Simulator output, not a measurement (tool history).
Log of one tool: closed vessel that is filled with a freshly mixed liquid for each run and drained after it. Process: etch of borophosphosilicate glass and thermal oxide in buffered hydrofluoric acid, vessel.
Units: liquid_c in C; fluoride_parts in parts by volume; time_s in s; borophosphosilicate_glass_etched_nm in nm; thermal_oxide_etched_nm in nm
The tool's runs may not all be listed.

run    day  liquid_c  fluoride_parts  time_s  borophosphosilicate_glass_etched_nm  thermal_oxide_etched_nm
  1  0.000      21.0            15.5      60                               60.079                   35.025
  2  0.304      21.0            15.5      45                               44.911                   25.852
  3  0.600      23.5            13.0      45                               60.439                   35.922
  4  0.921      21.5            13.0      45                               54.827                   32.119
  5  1.008      23.5            11.5      45                               69.285                   39.621
  6  1.133      25.5            11.0      45                               80.039                   47.089

Forecast run 7:
  7  1.504      26.5            10.5      45                                    ?                        ?

{"run 7": {"borophosphosilicate_glass_etched_nm": 87.627, "thermal_oxide_etched_nm": 52.179}}
